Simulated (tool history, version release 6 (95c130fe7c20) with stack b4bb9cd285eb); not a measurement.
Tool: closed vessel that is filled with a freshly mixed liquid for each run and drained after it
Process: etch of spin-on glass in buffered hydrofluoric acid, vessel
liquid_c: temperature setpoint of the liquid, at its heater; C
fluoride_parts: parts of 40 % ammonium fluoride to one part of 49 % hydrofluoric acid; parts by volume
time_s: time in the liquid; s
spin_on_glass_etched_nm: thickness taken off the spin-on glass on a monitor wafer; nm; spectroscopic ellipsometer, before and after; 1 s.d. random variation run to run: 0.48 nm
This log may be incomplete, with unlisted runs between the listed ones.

run  hour  liquid_c  fluoride_parts  time_s  spin_on_glass_etched_nm
  1     0        23              24      30                   42.772
  2   2.8      24.5              24      30                    46.83
  3   6.7      24.5              28      30                   41.818
  4  15.4      24.5            22.5      30                   47.981
  5  23.9        25            22.5      30                   49.618
  6  29.3      23.5            22.5      30                    46.28
  7  33.9      24.5            22.5      30                   48.522
  8  36.3      24.5            22.5      30                   48.572
  9  37.6        25            22.5      30                   50.168
 10  42.8      25.5            22.5      30                   51.097
 11  46.9        26            22.5      30                   53.294
 12  49.7      26.5            22.5      30                   54.548
 13  50.7        27            22.5      30                   55.677
 14  59.7      27.5            22.5      30                    56.88

For run 15, what comes out?
 15  65.5        28            22.5      30                        ?

spin_on_glass_etched_nm: 58.328 nm
